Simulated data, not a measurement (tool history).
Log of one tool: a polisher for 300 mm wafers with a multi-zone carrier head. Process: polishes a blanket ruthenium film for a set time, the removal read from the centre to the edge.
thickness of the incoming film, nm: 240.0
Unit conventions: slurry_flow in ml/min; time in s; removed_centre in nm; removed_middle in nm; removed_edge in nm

run  hour  slurry_flow  centre_zone  middle_zone  edge_zone  time  removed_centre  removed_middle  removed_edge
  1     0          195            1            1          1    63          71.217          69.921        70.652
  2   6.6          195            1         0.94          1    63          71.029          64.121        71.855
  3  11.6          205         1.02         0.97       1.02    64          74.938          66.941        73.357
  4  19.3          205         1.02         0.97       1.06    64          73.417           68.68        74.105
  5  21.4          205         1.02         0.97       1.06    54          62.968          57.331        62.769
  6  27.8          210         1.04            1       1.07    57          65.634          62.676        65.715

Run 7, settings as shown, results not yet in. Your forecast:
  7  30.8          220         1.06         1.02       1.07    60               ?               ?             ?

{"run 7": {"removed_centre": 72.172, "removed_middle": 66.733, "removed_edge": 69.987}}
